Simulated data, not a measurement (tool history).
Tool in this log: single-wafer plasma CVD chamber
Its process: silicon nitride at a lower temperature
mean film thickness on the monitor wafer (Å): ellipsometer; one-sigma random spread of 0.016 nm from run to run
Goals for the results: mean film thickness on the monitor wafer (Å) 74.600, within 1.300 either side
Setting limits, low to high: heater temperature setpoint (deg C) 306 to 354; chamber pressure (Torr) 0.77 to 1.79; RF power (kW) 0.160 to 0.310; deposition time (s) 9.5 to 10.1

run  hour  heater temperature setpoint (deg C)  chamber pressure (Torr)  RF power (kW)  deposition time (s)  mean film thickness on the monitor wafer (Å)
  1   0.0                                  330                     1.28          0.235                 10.1                                        83.881
  2   5.3                                  330                     1.17          0.235                 10.1                                        82.172
  3  12.3                                  330                     1.09          0.230                 10.1                                        78.357
  4  14.1                                  330                     1.05          0.230                 10.1                                        77.564
  5  15.1                                  330                     1.02          0.230                 10.1                                        76.940
  6  19.9                                  330                     1.02          0.210                 10.1                                        70.062
  7  26.4                                  330                     1.27          0.215                 10.1                                        77.220
  8  27.0                                  330                     1.24          0.215                 10.1                                        76.507
  9  31.5                                  330                     1.22          0.215                 10.1                                        75.965
 10  39.8                                  330                     1.21          0.215                 10.1                                        75.832

Exactly one of the 4 candidate moves below puts every result within its allowed miss. Which one?
  A  48.1                                  319                     1.04          0.235                 10.0                                             ?
  B  48.1                                  334                     1.07          0.235                 10.0                                             ?
  C  48.1                                  331                     1.27          0.225                  9.8                                             ?
  D  48.1                                  345                     1.01          0.240                  9.5                                             ?

move  mean film thickness on the monitor wafer (Å)
   A                                        78.550
   B                                        78.800
   C                                        78.281
   D                                        74.554
A: misses by more than the last run did
B: misses by more than the last run did
C: misses by more than the last run did
D: meets every target
Answer: D

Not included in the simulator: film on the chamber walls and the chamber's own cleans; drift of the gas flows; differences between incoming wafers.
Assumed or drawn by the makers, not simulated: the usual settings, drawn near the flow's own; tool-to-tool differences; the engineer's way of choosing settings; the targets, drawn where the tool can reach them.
